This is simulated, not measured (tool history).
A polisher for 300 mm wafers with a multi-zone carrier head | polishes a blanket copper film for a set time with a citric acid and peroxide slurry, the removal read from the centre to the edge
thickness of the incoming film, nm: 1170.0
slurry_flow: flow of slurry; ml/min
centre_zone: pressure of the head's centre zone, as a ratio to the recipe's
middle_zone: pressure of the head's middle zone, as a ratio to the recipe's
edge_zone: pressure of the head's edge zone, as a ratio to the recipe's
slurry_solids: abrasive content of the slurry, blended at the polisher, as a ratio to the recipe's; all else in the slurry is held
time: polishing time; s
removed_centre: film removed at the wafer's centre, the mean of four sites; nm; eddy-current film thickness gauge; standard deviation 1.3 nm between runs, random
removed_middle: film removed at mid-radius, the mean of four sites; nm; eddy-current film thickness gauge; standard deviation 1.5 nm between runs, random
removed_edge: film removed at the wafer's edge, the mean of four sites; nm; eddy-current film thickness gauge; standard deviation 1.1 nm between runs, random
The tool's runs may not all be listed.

run 1 hour=0 | slurry_flow=320 centre_zone=1 middle_zone=1 edge_zone=1 slurry_solids=1 time=65 | removed_centre=192.95 removed_middle=207.13 removed_edge=204.03
run 2 hour=1.9 | slurry_flow=315 centre_zone=0.98 middle_zone=0.96 edge_zone=0.98 slurry_solids=0.85 time=56 | removed_centre=154.12 removed_middle=160.38 removed_edge=162.06
run 3 hour=3.4 | slurry_flow=315 centre_zone=0.98 middle_zone=0.96 edge_zone=0.95 slurry_solids=0.85 time=56 | removed_centre=156.73 removed_middle=163.1 removed_edge=162.79
run 4 hour=7 | slurry_flow=270 centre_zone=0.98 middle_zone=0.96 edge_zone=0.95 slurry_solids=0.85 time=56 | removed_centre=156.18 removed_middle=164.49 removed_edge=158.02
run 5 hour=8 | slurry_flow=280 centre_zone=0.95 middle_zone=0.93 edge_zone=0.96 slurry_solids=0.75 time=52 | removed_centre=133.95 removed_middle=141.49 removed_edge=144.92
run 6 hour=9.5 | slurry_flow=280 centre_zone=0.95 middle_zone=0.93 edge_zone=0.96 slurry_solids=0.95 time=52 | removed_centre=145.2 removed_middle=150.09 removed_edge=154.48
run 7 hour=10.9 | slurry_flow=280 centre_zone=0.94 middle_zone=0.9 edge_zone=0.95 slurry_solids=0.8 time=49 | removed_centre=125.62 removed_middle=132.69 removed_edge=136.09
run 8 hour=15 | slurry_flow=285 centre_zone=0.94 middle_zone=0.88 edge_zone=0.96 slurry_solids=0.7 time=47 | removed_centre=114.74 removed_middle=119.43 removed_edge=125.74
run 9 hour=20.4 | slurry_flow=285 centre_zone=0.94 middle_zone=0.86 edge_zone=0.96 slurry_solids=0.65 time=47 | removed_centre=111.49 removed_middle=112.9 removed_edge=122.99

What does the tool deliver on the next run?
run 10 hour=22 | slurry_flow=285 centre_zone=0.9 middle_zone=0.82 edge_zone=0.87 slurry_solids=0.5 time=46 | removed_centre=? removed_middle=? removed_edge=?

{"run 10": {"removed_centre": 94.488, "removed_middle": 94.593, "removed_edge": 101.6}}

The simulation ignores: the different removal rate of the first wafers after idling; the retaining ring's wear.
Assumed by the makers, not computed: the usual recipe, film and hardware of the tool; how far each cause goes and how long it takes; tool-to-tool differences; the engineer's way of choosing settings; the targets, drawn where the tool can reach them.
